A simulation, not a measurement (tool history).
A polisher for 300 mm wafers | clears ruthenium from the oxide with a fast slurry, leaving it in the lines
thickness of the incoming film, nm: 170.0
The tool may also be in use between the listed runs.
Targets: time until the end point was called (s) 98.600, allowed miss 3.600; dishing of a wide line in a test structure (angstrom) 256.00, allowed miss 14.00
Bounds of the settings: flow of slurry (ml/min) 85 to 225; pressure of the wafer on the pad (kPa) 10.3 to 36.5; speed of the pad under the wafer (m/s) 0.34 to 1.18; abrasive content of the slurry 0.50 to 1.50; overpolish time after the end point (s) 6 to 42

run	hour	flow of slurry (ml/min)	pressure of the wafer on the pad (kPa)	speed of the pad under the wafer (m/s)	abrasive content of the slurry	overpolish time after the end point (s)	time until the end point was called (s)	dishing of a wide line in a test structure (angstrom)
1	0.0	145	23.4	0.76	1.00	21	61.910	536.27
2	5.4	145	23.4	0.64	1.00	21	69.428	474.71
3	12.6	145	20.7	0.64	1.00	19	78.553	407.22
4	15.8	145	20.7	0.64	0.90	19	82.923	369.88
5	23.8	145	18.6	0.64	0.90	19	92.127	343.12
6	32.8	145	18.6	0.64	0.90	24	89.829	428.51
7	38.5	155	18.6	0.64	0.85	21	94.675	361.03
8	46.7	155	18.6	0.64	0.85	19	92.091	336.19
9	48.9	155	18.6	0.64	0.85	17	92.160	302.41
# hour 53.6: slurry nozzle cleaned
10	53.6	155	17.9	0.64	0.85	16	90.664	288.52
11	61.5	130	15.9	0.64	0.85	15	106.400	240.46
12	66.3	140	15.9	0.64	0.85	15	104.250	243.84
13	70.4	145	15.9	0.64	0.85	15	103.200	244.58
14	79.3	150	15.9	0.64	0.85	15	102.920	249.38
15	80.5	155	15.9	0.64	0.85	15	100.650	239.20

4 next moves are on the table. One of them brings every result within its allowed miss. Which?
A	81.7	130	19.3	0.56	0.95	14	?	?
B	81.7	180	18.6	0.56	0.95	12	?	?
C	81.7	90	18.6	0.62	0.95	15	?	?
D	81.7	120	19.3	0.62	0.80	13	?	?

move	time until the end point was called (s)	dishing of a wide line in a test structure (angstrom)
A	92.575	250.86
B	89.888	222.97
C	98.491	252.52
D	98.006	221.61
A: brings the result that was furthest off to its target, and leaves another outside
B: further off than the last run
C: meets every target
D: further off than the last run
Answer: C

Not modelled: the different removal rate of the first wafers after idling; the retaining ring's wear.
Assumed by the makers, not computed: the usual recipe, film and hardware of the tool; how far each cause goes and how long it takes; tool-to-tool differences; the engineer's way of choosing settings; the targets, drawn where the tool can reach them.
